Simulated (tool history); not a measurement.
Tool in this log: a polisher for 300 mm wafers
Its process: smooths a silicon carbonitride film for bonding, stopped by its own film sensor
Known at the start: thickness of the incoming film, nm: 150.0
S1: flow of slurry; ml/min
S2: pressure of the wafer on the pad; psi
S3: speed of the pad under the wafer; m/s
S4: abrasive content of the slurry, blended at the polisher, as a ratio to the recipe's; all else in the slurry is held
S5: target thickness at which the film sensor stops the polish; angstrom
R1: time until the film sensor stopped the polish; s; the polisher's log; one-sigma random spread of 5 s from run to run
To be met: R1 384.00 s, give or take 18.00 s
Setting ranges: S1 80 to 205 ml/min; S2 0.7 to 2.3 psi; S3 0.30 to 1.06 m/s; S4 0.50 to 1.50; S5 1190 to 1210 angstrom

{"run": 1, "day": 0.0, "S1": 135, "S2": 1.5, "S3": 0.68, "S4": 1.0, "S5": 1210, "R1": 234.38}
{"run": 2, "day": 0.071, "S1": 135, "S2": 1.5, "S3": 0.68, "S4": 1.15, "S5": 1210, "R1": 224.89}
{"run": 3, "day": 0.317, "S1": 135, "S2": 1.5, "S3": 0.62, "S4": 1.15, "S5": 1210, "R1": 250.36}
{"run": 4, "day": 0.558, "S1": 135, "S2": 1.5, "S3": 0.68, "S4": 1.15, "S5": 1210, "R1": 222.71}
{"run": 5, "day": 0.746, "S1": 135, "S2": 1.5, "S3": 0.68, "S4": 1.15, "S5": 1190, "R1": 236.01}
{"run": 6, "day": 0.929, "S1": 135, "S2": 1.4, "S3": 0.68, "S4": 1.15, "S5": 1190, "R1": 257.54}
{"run": 7, "day": 1.212, "S1": 135, "S2": 1.3, "S3": 0.68, "S4": 1.15, "S5": 1190, "R1": 275.73}
{"run": 8, "day": 1.488, "S1": 135, "S2": 1.3, "S3": 0.68, "S4": 1.15, "S5": 1190, "R1": 276.08}
{"run": 9, "day": 1.679, "S1": 135, "S2": 1.2, "S3": 0.68, "S4": 1.15, "S5": 1190, "R1": 294.63}
{"run": 10, "day": 1.929, "S1": 135, "S2": 1.1, "S3": 0.68, "S4": 1.15, "S5": 1190, "R1": 322.33}
{"run": 11, "day": 2.0, "S1": 130, "S2": 1.0, "S3": 0.68, "S4": 1.15, "S5": 1190, "R1": 363.76}
{"run": 12, "day": 2.046, "S1": 125, "S2": 1.0, "S3": 0.68, "S4": 1.15, "S5": 1190, "R1": 356.63}
{"run": 13, "day": 2.233, "S1": 120, "S2": 1.0, "S3": 0.68, "S4": 1.15, "S5": 1190, "R1": 358.14}
{"run": 14, "day": 2.304, "S1": 115, "S2": 1.0, "S3": 0.68, "S4": 1.15, "S5": 1190, "R1": 364.61}
{"run": 15, "day": 2.533, "S1": 110, "S2": 1.0, "S3": 0.68, "S4": 1.15, "S5": 1190, "R1": 364.58}
{"run": 16, "day": 2.667, "S1": 110, "S2": 0.9, "S3": 0.68, "S4": 1.15, "S5": 1190, "R1": 396.67}

4 candidate next runs follow, results not yet known. Just one meets every target within its allowed miss. Identify it.
{"run": "A", "day": 2.8, "S1": 95, "S2": 0.8, "S3": 0.64, "S4": 1.35, "S5": 1210, "R1": "?"}
{"run": "B", "day": 2.8, "S1": 105, "S2": 0.8, "S3": 0.7, "S4": 1.15, "S5": 1190, "R1": "?"}
{"run": "C", "day": 2.8, "S1": 110, "S2": 1.0, "S3": 0.66, "S4": 1.1, "S5": 1190, "R1": "?"}
{"run": "D", "day": 2.8, "S1": 110, "S2": 0.8, "S3": 0.72, "S4": 1.15, "S5": 1190, "R1": "?"}

move=A R1=421.36
move=B R1=442.92
move=C R1=380.91
move=D R1=430.44
A: moves away from the targets compared with the last run
B: moves away from the targets compared with the last run
C: every result within its allowed miss
D: moves away from the targets compared with the last run
C is the move that brings every result within its allowed miss.

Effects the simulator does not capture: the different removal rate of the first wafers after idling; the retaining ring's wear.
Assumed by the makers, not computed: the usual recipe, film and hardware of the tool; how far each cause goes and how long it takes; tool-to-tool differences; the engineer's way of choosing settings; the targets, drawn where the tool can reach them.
